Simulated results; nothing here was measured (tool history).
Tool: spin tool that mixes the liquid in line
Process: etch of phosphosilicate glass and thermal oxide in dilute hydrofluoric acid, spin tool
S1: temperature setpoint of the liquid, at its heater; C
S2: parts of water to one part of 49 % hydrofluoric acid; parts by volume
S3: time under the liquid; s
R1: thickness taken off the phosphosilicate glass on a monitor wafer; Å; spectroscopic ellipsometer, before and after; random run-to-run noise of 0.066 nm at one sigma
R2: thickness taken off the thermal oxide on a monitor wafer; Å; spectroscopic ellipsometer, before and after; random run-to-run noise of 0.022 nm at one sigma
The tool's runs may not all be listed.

{"run": 1, "hour": 0.0, "S1": 21.0, "S2": 65, "S3": 30, "R1": 252.21, "R2": 20.461}
{"run": 2, "hour": 8.6, "S1": 19.0, "S2": 65, "S3": 30, "R1": 229.38, "R2": 18.263}
{"run": 3, "hour": 15.3, "S1": 22.0, "S2": 65, "S3": 30, "R1": 261.26, "R2": 21.123}
{"run": 4, "hour": 22.1, "S1": 22.0, "S2": 65, "S3": 20, "R1": 174.49, "R2": 14.097}
{"hour": 28.3, "done": "thermometer replaced"}
{"run": 5, "hour": 28.3, "S1": 22.0, "S2": 45, "S3": 20, "R1": 279.31, "R2": 21.571}
{"run": 6, "hour": 30.8, "S1": 20.5, "S2": 50, "S3": 20, "R1": 232.91, "R2": 18.492}
{"run": 7, "hour": 34.9, "S1": 19.5, "S2": 55, "S3": 20, "R1": 201.6, "R2": 15.618}
{"run": 8, "hour": 41.3, "S1": 19.0, "S2": 60, "S3": 20, "R1": 180.04, "R2": 13.905}
{"run": 9, "hour": 43.9, "S1": 18.5, "S2": 60, "S3": 20, "R1": 176.17, "R2": 13.928}
{"run": 10, "hour": 50.9, "S1": 17.0, "S2": 65, "S3": 20, "R1": 152.2, "R2": 12.021}

Expected results for the next run?
{"run": 11, "hour": 57.7, "S1": 17.0, "S2": 65, "S3": 20, "R1": "?", "R2": "?"}

{"run 11": {"R1": 152.28, "R2": 12.182}}
